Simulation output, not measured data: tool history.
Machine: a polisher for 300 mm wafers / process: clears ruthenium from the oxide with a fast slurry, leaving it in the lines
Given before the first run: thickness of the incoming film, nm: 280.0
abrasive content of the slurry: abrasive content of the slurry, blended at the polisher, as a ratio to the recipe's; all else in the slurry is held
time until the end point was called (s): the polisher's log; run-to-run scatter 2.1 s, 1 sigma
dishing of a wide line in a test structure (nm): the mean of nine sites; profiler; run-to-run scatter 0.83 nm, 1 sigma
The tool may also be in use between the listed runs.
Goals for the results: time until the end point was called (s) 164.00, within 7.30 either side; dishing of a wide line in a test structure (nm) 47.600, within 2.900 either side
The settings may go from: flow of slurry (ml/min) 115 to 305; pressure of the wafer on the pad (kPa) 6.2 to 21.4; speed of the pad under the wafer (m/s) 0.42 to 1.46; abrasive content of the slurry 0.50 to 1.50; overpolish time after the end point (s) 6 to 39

run	hour	flow of slurry (ml/min)	pressure of the wafer on the pad (kPa)	speed of the pad under the wafer (m/s)	abrasive content of the slurry	overpolish time after the end point (s)	time until the end point was called (s)	dishing of a wide line in a test structure (nm)
1	0.0	195	13.8	0.94	1.00	20	125.46	35.327
2	5.0	195	13.8	0.94	1.00	16	127.65	29.505
3	9.5	195	13.1	0.94	1.00	18	126.48	30.586
4	13.2	195	13.1	0.92	1.00	20	132.72	34.895
5	21.3	195	12.4	0.92	1.00	21	138.10	34.721
6	29.2	195	12.4	0.82	1.00	21	151.62	31.434
7	37.7	195	12.4	0.82	1.00	22	156.43	32.194
# hour 46.3: slurry nozzle cleaned
8	46.3	195	12.4	0.82	1.00	23	147.01	33.327
9	55.2	195	11.7	0.82	1.00	25	154.77	34.829

5 next moves are on the table. One of them brings every result within its allowed miss. Which?
A	64.1	190	10.3	0.84	1.00	17	?	?
B	64.1	200	11.7	0.74	1.05	36	?	?
C	64.1	250	11.7	0.84	0.80	19	?	?
D	64.1	220	11.0	0.78	0.95	21	?	?
E	64.1	200	11.7	0.84	1.10	33	?	?

move	time until the end point was called (s)	dishing of a wide line in a test structure (nm)
A	168.72	22.942
B	167.31	46.060
C	167.14	25.703
D	173.48	27.260
E	144.75	48.470
A: the biggest miss grows against the last run
B: meets every target
C: the biggest miss grows against the last run
D: the biggest miss grows against the last run
E: gets the furthest-off result to its target, but another result is out of tolerance
Move B is the one to make.
